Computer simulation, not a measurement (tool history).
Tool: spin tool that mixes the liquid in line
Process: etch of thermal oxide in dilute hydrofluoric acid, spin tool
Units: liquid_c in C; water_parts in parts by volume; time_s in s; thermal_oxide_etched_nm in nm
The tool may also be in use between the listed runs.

| run | day | liquid_c | water_parts | time_s | thermal_oxide_etched_nm |
|---|---|---|---|---|---|
| 1 | 0.000 | 24.0 | 250 | 325 | 5.6615 |
| 2 | 0.321 | 24.0 | 190 | 325 | 7.9590 |
| 3 | 0.496 | 24.0 | 260 | 325 | 5.4616 |
| 4 | 0.762 | 23.5 | 270 | 325 | 5.1780 |
| 5 | 1.092 | 23.5 | 325 | 325 | 4.0543 |
| 6 | 1.283 | 23.0 | 330 | 325 | 3.8593 |
| 7 | 1.354 | 22.5 | 335 | 325 | 3.7056 |
| 8 | 1.696 | 22.0 | 340 | 325 | 3.5561 |

Run 9 is up next; what results do you expect?
| 9 | 1.804 | 21.5 | 340 | 325 | ? |

{"run 9": {"thermal_oxide_etched_nm": 3.4896}}

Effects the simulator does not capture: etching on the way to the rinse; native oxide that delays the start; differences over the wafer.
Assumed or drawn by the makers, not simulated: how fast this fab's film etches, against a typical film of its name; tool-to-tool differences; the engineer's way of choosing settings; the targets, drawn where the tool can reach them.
